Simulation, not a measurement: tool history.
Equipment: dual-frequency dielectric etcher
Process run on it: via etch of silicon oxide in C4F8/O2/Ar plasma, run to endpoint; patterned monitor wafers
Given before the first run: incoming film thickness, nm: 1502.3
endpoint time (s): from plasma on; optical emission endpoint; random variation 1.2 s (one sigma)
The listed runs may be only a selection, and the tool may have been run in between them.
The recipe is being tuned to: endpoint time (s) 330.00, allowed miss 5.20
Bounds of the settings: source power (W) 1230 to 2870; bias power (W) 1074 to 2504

Run 1, hour 0.0: source power (W) 2050, bias power (W) 1789. Result: endpoint time (s) 292.34.
Run 2, hour 6.6: source power (W) 2050, bias power (W) 1638. Result: endpoint time (s) 304.51.
Run 3, hour 10.2: source power (W) 1970, bias power (W) 1630. Result: endpoint time (s) 306.95.
Run 4, hour 12.4: source power (W) 1890, bias power (W) 1619. Result: endpoint time (s) 312.75.
Run 5, hour 18.9: source power (W) 1830, bias power (W) 1612. Result: endpoint time (s) 317.27.
Run 6, hour 26.5: source power (W) 1830, bias power (W) 1872. Result: endpoint time (s) 302.96.
Run 7, hour 28.3: source power (W) 1740, bias power (W) 1862. Result: endpoint time (s) 308.60.
Run 8, hour 32.1: source power (W) 1370, bias power (W) 1810. Result: endpoint time (s) 340.38.
Run 9, hour 40.4: source power (W) 1400, bias power (W) 1813. Result: endpoint time (s) 340.11.

Pick the move, out of 5, that brings all results within their allowed miss; only one does.
Run A, hour 48.7: source power (W) 1360, bias power (W) 1707. Result: endpoint time (s) ?.
Run B, hour 48.7: source power (W) 1590, bias power (W) 1895. Result: endpoint time (s) ?.
Run C, hour 48.7: source power (W) 1530, bias power (W) 2030. Result: endpoint time (s) ?.
Run D, hour 48.7: source power (W) 1510, bias power (W) 1789. Result: endpoint time (s) ?.
Run E, hour 48.7: source power (W) 1500, bias power (W) 1984. Result: endpoint time (s) ?.

move  endpoint time (s)
   A             351.24
   B             318.89
   C             315.59
   D             331.99
   E             320.59
A: misses by more than the last run did
B: moves the result that the last run missed by most past its target, out the other side
C: moves the result that the last run missed by most past its target, out the other side
D: hits every target within its allowed miss
E: moves the result that the last run missed by most past its target, out the other side
Answer: D

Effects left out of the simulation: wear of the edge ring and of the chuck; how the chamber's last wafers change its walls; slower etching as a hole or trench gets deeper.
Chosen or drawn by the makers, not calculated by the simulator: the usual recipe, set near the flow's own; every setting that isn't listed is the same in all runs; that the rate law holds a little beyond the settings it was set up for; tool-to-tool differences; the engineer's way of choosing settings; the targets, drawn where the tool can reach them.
